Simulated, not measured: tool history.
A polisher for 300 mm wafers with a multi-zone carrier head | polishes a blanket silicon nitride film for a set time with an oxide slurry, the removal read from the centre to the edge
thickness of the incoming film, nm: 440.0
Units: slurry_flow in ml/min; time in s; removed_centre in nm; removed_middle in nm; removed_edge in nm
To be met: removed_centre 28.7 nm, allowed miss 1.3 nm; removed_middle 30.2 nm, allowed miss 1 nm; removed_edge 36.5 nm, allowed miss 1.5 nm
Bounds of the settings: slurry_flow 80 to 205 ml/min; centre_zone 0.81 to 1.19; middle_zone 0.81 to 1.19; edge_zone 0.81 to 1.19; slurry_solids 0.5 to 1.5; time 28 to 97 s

Run 1, hour 0: slurry_flow 135 ml/min, centre_zone 1, middle_zone 1, edge_zone 1, slurry_solids 1, time 62 s. Result: removed_centre 45.95 nm, removed_middle 45.384 nm, removed_edge 46.274 nm.
Run 2, hour 5.2: slurry_flow 130 ml/min, centre_zone 0.98, middle_zone 0.98, edge_zone 1, slurry_solids 0.95, time 62 s. Result: removed_centre 44.127 nm, removed_middle 43.679 nm, removed_edge 45.591 nm.
Run 3, hour 6.5: slurry_flow 130 ml/min, centre_zone 0.98, middle_zone 0.98, edge_zone 1.05, slurry_solids 0.95, time 62 s. Result: removed_centre 43.466 nm, removed_middle 43.733 nm, removed_edge 46.494 nm.
Run 4, hour 11.6: slurry_flow 145 ml/min, centre_zone 0.98, middle_zone 0.98, edge_zone 1.05, slurry_solids 0.95, time 62 s. Result: removed_centre 44.939 nm, removed_middle 44.994 nm, removed_edge 47.383 nm.
Run 5, hour 14.2: slurry_flow 145 ml/min, centre_zone 0.98, middle_zone 0.92, edge_zone 1.05, slurry_solids 0.95, time 62 s. Result: removed_centre 45.333 nm, removed_middle 42.081 nm, removed_edge 46.941 nm.
Run 6, hour 22.5: slurry_flow 145 ml/min, centre_zone 0.98, middle_zone 0.88, edge_zone 1.05, slurry_solids 0.95, time 62 s. Result: removed_centre 46.11 nm, removed_middle 41.129 nm, removed_edge 46.896 nm.
Run 7, hour 23.8: slurry_flow 140 ml/min, centre_zone 0.96, middle_zone 0.88, edge_zone 1.05, slurry_solids 0.9, time 62 s. Result: removed_centre 42.293 nm, removed_middle 39.797 nm, removed_edge 46.22 nm.
Run 8, hour 27: slurry_flow 110 ml/min, centre_zone 0.89, middle_zone 0.82, edge_zone 0.95, slurry_solids 0.65, time 60 s. Result: removed_centre 31.983 nm, removed_middle 29.883 nm, removed_edge 35.278 nm.
Run 9, hour 34.3: slurry_flow 110 ml/min, centre_zone 0.88, middle_zone 0.82, edge_zone 0.96, slurry_solids 0.65, time 60 s. Result: removed_centre 31.067 nm, removed_middle 28.884 nm, removed_edge 34.856 nm.
Run 10, hour 39.9: slurry_flow 110 ml/min, centre_zone 0.87, middle_zone 0.83, edge_zone 0.97, slurry_solids 0.65, time 60 s. Result: removed_centre 30.764 nm, removed_middle 29.106 nm, removed_edge 34.719 nm.
Run 11, hour 42: slurry_flow 110 ml/min, centre_zone 0.86, middle_zone 0.84, edge_zone 0.98, slurry_solids 0.65, time 60 s. Result: removed_centre 30.119 nm, removed_middle 30.494 nm, removed_edge 34.938 nm.
Run 12, hour 43.9: slurry_flow 110 ml/min, centre_zone 0.86, middle_zone 0.84, edge_zone 0.99, slurry_solids 0.65, time 60 s. Result: removed_centre 31.08 nm, removed_middle 29.73 nm, removed_edge 35.256 nm.

4 next moves are on the table. One of them brings every result within its allowed miss. Which?
Run A, hour 45.8: slurry_flow 90 ml/min, centre_zone 0.93, middle_zone 0.89, edge_zone 1.04, slurry_solids 0.7, time 60 s. Result: removed_centre ?, removed_middle ?, removed_edge ?.
Run B, hour 45.8: slurry_flow 85 ml/min, centre_zone 0.87, middle_zone 0.81, edge_zone 0.85, slurry_solids 0.55, time 75 s. Result: removed_centre ?, removed_middle ?, removed_edge ?.
Run C, hour 45.8: slurry_flow 100 ml/min, centre_zone 1.04, middle_zone 0.81, edge_zone 1.1, slurry_solids 0.95, time 50 s. Result: removed_centre ?, removed_middle ?, removed_edge ?.
Run D, hour 45.8: slurry_flow 90 ml/min, centre_zone 0.83, middle_zone 0.88, edge_zone 1.07, slurry_solids 0.6, time 64 s. Result: removed_centre ?, removed_middle ?, removed_edge ?.

move  removed_centre  removed_middle  removed_edge
   A          30.994          30.439        36.722
   B          31.746          30.442        36.363
   C          33.733          28.036        37.228
   D          28.086          29.709        36.685
A: as far off as the last run
B: further off than the last run
C: further off than the last run
D: meets every target
The right move is D.
